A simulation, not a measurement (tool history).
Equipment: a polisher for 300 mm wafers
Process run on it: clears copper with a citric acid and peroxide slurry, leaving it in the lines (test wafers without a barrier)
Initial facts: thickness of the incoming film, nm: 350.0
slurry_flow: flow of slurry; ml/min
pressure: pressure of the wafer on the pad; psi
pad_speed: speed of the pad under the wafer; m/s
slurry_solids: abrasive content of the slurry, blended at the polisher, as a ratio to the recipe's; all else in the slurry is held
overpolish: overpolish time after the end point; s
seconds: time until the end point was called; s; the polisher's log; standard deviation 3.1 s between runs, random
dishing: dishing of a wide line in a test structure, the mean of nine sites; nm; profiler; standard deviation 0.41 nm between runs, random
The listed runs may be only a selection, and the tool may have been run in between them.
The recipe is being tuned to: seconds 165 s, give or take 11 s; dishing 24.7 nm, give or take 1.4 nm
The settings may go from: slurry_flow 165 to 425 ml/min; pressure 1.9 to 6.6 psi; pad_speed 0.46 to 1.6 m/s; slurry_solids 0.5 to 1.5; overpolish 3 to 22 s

Run 1, hour 0: slurry_flow 275 ml/min, pressure 4.2 psi, pad_speed 1.02 m/s, slurry_solids 1, overpolish 11 s. Result: seconds 94.914 s, dishing 28.574 nm.
Run 2, hour 2.9: slurry_flow 275 ml/min, pressure 5.1 psi, pad_speed 1.02 m/s, slurry_solids 1, overpolish 11 s. Result: seconds 84.785 s, dishing 32.576 nm.
Run 3, hour 8.9: slurry_flow 275 ml/min, pressure 4.8 psi, pad_speed 1 m/s, slurry_solids 1, overpolish 11 s. Result: seconds 86.572 s, dishing 31.913 nm.
Run 4, hour 17.4: slurry_flow 275 ml/min, pressure 4.8 psi, pad_speed 1 m/s, slurry_solids 1, overpolish 14 s. Result: seconds 90.129 s, dishing 38.713 nm.
Run 5, hour 23.3: slurry_flow 275 ml/min, pressure 4.8 psi, pad_speed 1.24 m/s, slurry_solids 1, overpolish 14 s. Result: seconds 74.547 s, dishing 47.192 nm.
Run 6, hour 28.2: slurry_flow 275 ml/min, pressure 4.8 psi, pad_speed 1.24 m/s, slurry_solids 1.15, overpolish 14 s. Result: seconds 71.965 s, dishing 45.704 nm.
Run 7, hour 31.6: slurry_flow 270 ml/min, pressure 4.5 psi, pad_speed 1.2 m/s, slurry_solids 1.15, overpolish 14 s. Result: seconds 79.591 s, dishing 44.169 nm.
Run 8, hour 35.5: slurry_flow 270 ml/min, pressure 4.2 psi, pad_speed 1.16 m/s, slurry_solids 1.15, overpolish 14 s. Result: seconds 83.843 s, dishing 40.458 nm.
Run 9, hour 39.4: slurry_flow 270 ml/min, pressure 4 psi, pad_speed 1.12 m/s, slurry_solids 1.15, overpolish 14 s. Result: seconds 89.703 s, dishing 38.111 nm.
Run 10, hour 40.8: slurry_flow 270 ml/min, pressure 3.8 psi, pad_speed 1.08 m/s, slurry_solids 1.15, overpolish 14 s. Result: seconds 96.23 s, dishing 36.183 nm.
Run 11, hour 46.9: slurry_flow 270 ml/min, pressure 3.6 psi, pad_speed 1.06 m/s, slurry_solids 1.15, overpolish 14 s. Result: seconds 101.6 s, dishing 33.765 nm.
Run 12, hour 50.4: slurry_flow 270 ml/min, pressure 3.4 psi, pad_speed 1.04 m/s, slurry_solids 1.15, overpolish 14 s. Result: seconds 108.21 s, dishing 31.111 nm.
Run 13, hour 58: slurry_flow 270 ml/min, pressure 3.2 psi, pad_speed 1.02 m/s, slurry_solids 1.15, overpolish 14 s. Result: seconds 120.23 s, dishing 30.414 nm.
Run 14, hour 61.5: slurry_flow 270 ml/min, pressure 3.1 psi, pad_speed 1.02 m/s, slurry_solids 1.15, overpolish 14 s. Result: seconds 118.97 s, dishing 30.244 nm.
Run 15, hour 63.1: slurry_flow 270 ml/min, pressure 3.1 psi, pad_speed 1.02 m/s, slurry_solids 1.15, overpolish 14 s. Result: seconds 117.46 s, dishing 29.969 nm.
Run 16, hour 66.6: slurry_flow 270 ml/min, pressure 3 psi, pad_speed 1 m/s, slurry_solids 1.15, overpolish 14 s. Result: seconds 122.59 s, dishing 28.43 nm.
Run 17, hour 73.2: slurry_flow 270 ml/min, pressure 2.9 psi, pad_speed 1 m/s, slurry_solids 1.15, overpolish 14 s. Result: seconds 123.16 s, dishing 27.165 nm.
Run 18, hour 77.7: slurry_flow 270 ml/min, pressure 2.8 psi, pad_speed 0.98 m/s, slurry_solids 1.15, overpolish 14 s. Result: seconds 126.94 s, dishing 26.085 nm.

Consider the 4 candidate settings below. Which is the only one whose results all fall within their allowed miss of target?
Run A, hour 82.2: slurry_flow 270 ml/min, pressure 3.2 psi, pad_speed 0.68 m/s, slurry_solids 1.2, overpolish 16 s. Result: seconds ?, dishing ?.
Run B, hour 82.2: slurry_flow 295 ml/min, pressure 2.9 psi, pad_speed 0.84 m/s, slurry_solids 0.95, overpolish 18 s. Result: seconds ?, dishing ?.
Run C, hour 82.2: slurry_flow 285 ml/min, pressure 2.3 psi, pad_speed 1.14 m/s, slurry_solids 1.2, overpolish 14 s. Result: seconds ?, dishing ?.
Run D, hour 82.2: slurry_flow 305 ml/min, pressure 3 psi, pad_speed 1.42 m/s, slurry_solids 1.05, overpolish 9 s. Result: seconds ?, dishing ?.

move  seconds  dishing
   A   170.43   23.645
   B   155.38   28.671
   C    128.9   26.877
   D   89.142   25.249
A: in spec on every target
B: brings the result that was furthest off to its target, and leaves another outside
C: closes in on the targets versus the last run, not all within tolerance yet
D: the biggest miss grows against the last run
A meets every target.
